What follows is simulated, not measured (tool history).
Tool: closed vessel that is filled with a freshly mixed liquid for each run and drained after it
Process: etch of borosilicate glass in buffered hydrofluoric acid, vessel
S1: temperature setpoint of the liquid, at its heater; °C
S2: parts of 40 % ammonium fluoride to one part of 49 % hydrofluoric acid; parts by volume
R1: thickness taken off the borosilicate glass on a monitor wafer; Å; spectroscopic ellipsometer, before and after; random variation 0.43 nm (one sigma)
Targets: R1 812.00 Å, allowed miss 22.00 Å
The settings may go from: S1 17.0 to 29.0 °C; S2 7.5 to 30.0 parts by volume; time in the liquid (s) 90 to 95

Run 1, hour 0.0: S1 21.0 °C, S2 20.5 parts by volume, time in the liquid (s) 90. Result: R1 449.42 Å.
Run 2, hour 5.8: S1 21.0 °C, S2 20.5 parts by volume, time in the liquid (s) 90. Result: R1 443.73 Å.
Run 3, hour 7.1: S1 21.0 °C, S2 26.5 parts by volume, time in the liquid (s) 90. Result: R1 375.09 Å.
Run 4, hour 10.5: S1 21.0 °C, S2 21.5 parts by volume, time in the liquid (s) 90. Result: R1 434.61 Å.
At hour 14.3: hydrofluoric acid flow meter replaced.
Run 5, hour 14.3: S1 22.5 °C, S2 20.5 parts by volume, time in the liquid (s) 90. Result: R1 523.99 Å.
Run 6, hour 16.9: S1 20.0 °C, S2 20.5 parts by volume, time in the liquid (s) 90. Result: R1 461.74 Å.
Run 7, hour 22.5: S1 24.0 °C, S2 17.0 parts by volume, time in the liquid (s) 90. Result: R1 674.60 Å.
Run 8, hour 26.6: S1 24.5 °C, S2 17.0 parts by volume, time in the liquid (s) 90. Result: R1 698.64 Å.

Which of these 4 next moves meets every target?
Run A, hour 30.7: S1 26.0 °C, S2 17.0 parts by volume, time in the liquid (s) 90. Result: R1 ?.
Run B, hour 30.7: S1 22.5 °C, S2 13.0 parts by volume, time in the liquid (s) 90. Result: R1 ?.
Run C, hour 30.7: S1 24.5 °C, S2 15.5 parts by volume, time in the liquid (s) 90. Result: R1 ?.
Run D, hour 30.7: S1 25.0 °C, S2 18.0 parts by volume, time in the liquid (s) 90. Result: R1 ?.

move      R1
   A  760.42
   B  822.05
   C  769.19
   D  681.28
A: nearer than the last run, and not there yet
B: meets every target
C: nearer than the last run, and not there yet
D: further off than the last run
Move B is the one to make.

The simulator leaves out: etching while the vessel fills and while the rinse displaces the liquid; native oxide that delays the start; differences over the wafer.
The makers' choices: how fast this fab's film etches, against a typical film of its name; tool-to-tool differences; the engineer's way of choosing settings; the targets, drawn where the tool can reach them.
